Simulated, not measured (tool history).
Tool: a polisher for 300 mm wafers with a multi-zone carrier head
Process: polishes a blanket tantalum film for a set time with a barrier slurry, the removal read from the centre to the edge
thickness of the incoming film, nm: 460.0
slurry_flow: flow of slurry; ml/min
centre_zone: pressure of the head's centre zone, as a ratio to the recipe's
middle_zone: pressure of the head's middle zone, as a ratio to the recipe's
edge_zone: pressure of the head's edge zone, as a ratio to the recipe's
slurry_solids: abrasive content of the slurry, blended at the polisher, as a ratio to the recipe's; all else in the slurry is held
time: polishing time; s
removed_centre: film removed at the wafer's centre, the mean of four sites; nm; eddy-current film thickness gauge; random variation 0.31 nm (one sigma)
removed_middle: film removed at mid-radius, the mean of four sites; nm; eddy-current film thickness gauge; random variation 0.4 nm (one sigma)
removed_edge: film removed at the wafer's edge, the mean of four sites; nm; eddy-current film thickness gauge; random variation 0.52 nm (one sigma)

run 1 hour=0.0 | slurry_flow=250 centre_zone=1.00 middle_zone=1.00 edge_zone=1.00 slurry_solids=1.00 time=65 | removed_centre=82.218 removed_middle=82.190 removed_edge=74.952
run 2 hour=8.8 | slurry_flow=245 centre_zone=0.98 middle_zone=0.98 edge_zone=1.01 slurry_solids=0.95 time=63 | removed_centre=78.417 removed_middle=76.421 removed_edge=70.127
run 3 hour=14.2 | slurry_flow=245 centre_zone=0.98 middle_zone=0.98 edge_zone=1.01 slurry_solids=0.95 time=69 | removed_centre=83.411 removed_middle=83.603 removed_edge=78.896
run 4 hour=15.5 | slurry_flow=270 centre_zone=0.98 middle_zone=0.98 edge_zone=1.01 slurry_solids=0.95 time=69 | removed_centre=85.590 removed_middle=83.434 removed_edge=79.045
-- hour=19.7 edge zone pressure recalibrated
run 5 hour=19.7 | slurry_flow=255 centre_zone=0.96 middle_zone=0.97 edge_zone=1.03 slurry_solids=0.90 time=66 | removed_centre=77.519 removed_middle=77.882 removed_edge=78.702
run 6 hour=22.2 | slurry_flow=255 centre_zone=0.96 middle_zone=0.89 edge_zone=1.03 slurry_solids=0.90 time=66 | removed_centre=78.322 removed_middle=73.533 removed_edge=78.956
run 7 hour=26.1 | slurry_flow=250 centre_zone=0.94 middle_zone=0.89 edge_zone=1.02 slurry_solids=0.85 time=64 | removed_centre=71.943 removed_middle=68.534 removed_edge=73.696
run 8 hour=28.4 | slurry_flow=250 centre_zone=0.94 middle_zone=0.89 edge_zone=1.02 slurry_solids=0.85 time=64 | removed_centre=72.218 removed_middle=68.630 removed_edge=74.659
run 9 hour=33.0 | slurry_flow=245 centre_zone=0.93 middle_zone=0.89 edge_zone=1.01 slurry_solids=0.80 time=62 | removed_centre=67.438 removed_middle=65.464 removed_edge=70.065
run 10 hour=39.9 | slurry_flow=180 centre_zone=0.83 middle_zone=0.81 edge_zone=0.99 slurry_solids=0.55 time=48 | removed_centre=37.057 removed_middle=37.553 removed_edge=42.807
run 11 hour=46.4 | slurry_flow=250 centre_zone=0.82 middle_zone=0.89 edge_zone=1.07 slurry_solids=0.50 time=48 | removed_centre=35.956 removed_middle=40.691 removed_edge=43.871
run 12 hour=48.7 | slurry_flow=260 centre_zone=0.83 middle_zone=0.89 edge_zone=1.08 slurry_solids=0.50 time=48 | removed_centre=37.183 removed_middle=40.072 removed_edge=44.857

The next listed run, before its measurement:
run 13 hour=57.6 | slurry_flow=270 centre_zone=0.83 middle_zone=0.90 edge_zone=1.09 slurry_solids=0.50 time=48 | removed_centre=? removed_middle=? removed_edge=?

Run 13 gave removed_centre 37.425 nm, removed_middle 41.303 nm, removed_edge 44.958 nm.
